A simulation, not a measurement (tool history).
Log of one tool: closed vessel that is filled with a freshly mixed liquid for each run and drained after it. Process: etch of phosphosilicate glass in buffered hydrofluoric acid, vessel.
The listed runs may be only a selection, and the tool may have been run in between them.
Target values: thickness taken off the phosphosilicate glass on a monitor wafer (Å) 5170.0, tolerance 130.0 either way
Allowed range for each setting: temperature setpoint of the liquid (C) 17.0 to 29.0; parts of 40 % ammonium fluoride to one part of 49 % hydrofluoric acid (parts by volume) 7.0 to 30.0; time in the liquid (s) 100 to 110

run  hour  temperature setpoint of the liquid (C)  parts of 40 % ammonium fluoride to one part of 49 % hydrofluoric acid (parts by volume)  time in the liquid (s)  thickness taken off the phosphosilicate glass on a monitor wafer (Å)
  1   0.0                                    21.0                                                                                     20.0                     100                                                                3540.1
  2   7.5                                    23.0                                                                                     20.0                     100                                                                4039.7
  3  14.9                                    20.0                                                                                     20.0                     100                                                                3391.9
  4  16.1                                    20.0                                                                                     20.0                     110                                                                3739.0
  5  20.3                                    20.0                                                                                     20.0                     110                                                                3736.7
  6  26.2                                    20.0                                                                                     22.5                     110                                                                3397.2
  7  35.0                                    22.0                                                                                     22.5                     110                                                                3837.5
  8  37.4                                    23.5                                                                                     22.5                     110                                                                4141.5
  9  39.6                                    24.5                                                                                     22.5                     110                                                                4423.0
 10  45.7                                    25.0                                                                                     22.5                     110                                                                4517.8
 11  48.1                                    25.5                                                                                     22.5                     110                                                                4592.7
 12  51.4                                    26.0                                                                                     22.5                     110                                                                4782.7
 13  58.6                                    26.5                                                                                     22.5                     110                                                                4943.5

Pick the move, out of 4, that brings all results within their allowed miss; only one does.
  A  65.8                                    27.0                                                                                     23.5                     110                                                                     ?
  B  65.8                                    26.5                                                                                     21.0                     105                                                                     ?
  C  65.8                                    27.0                                                                                     20.5                     105                                                                     ?
  D  65.8                                    27.5                                                                                     23.0                     105                                                                     ?

move  thickness taken off the phosphosilicate glass on a monitor wafer (Å)
   A                                                                4905.6
   B                                                                4923.8
   C                                                                5142.7
   D                                                                4881.9
A: lands further from the targets than the last run did
B: lands further from the targets than the last run did
C: every result within its allowed miss
D: lands further from the targets than the last run did
Move C is the one to make.

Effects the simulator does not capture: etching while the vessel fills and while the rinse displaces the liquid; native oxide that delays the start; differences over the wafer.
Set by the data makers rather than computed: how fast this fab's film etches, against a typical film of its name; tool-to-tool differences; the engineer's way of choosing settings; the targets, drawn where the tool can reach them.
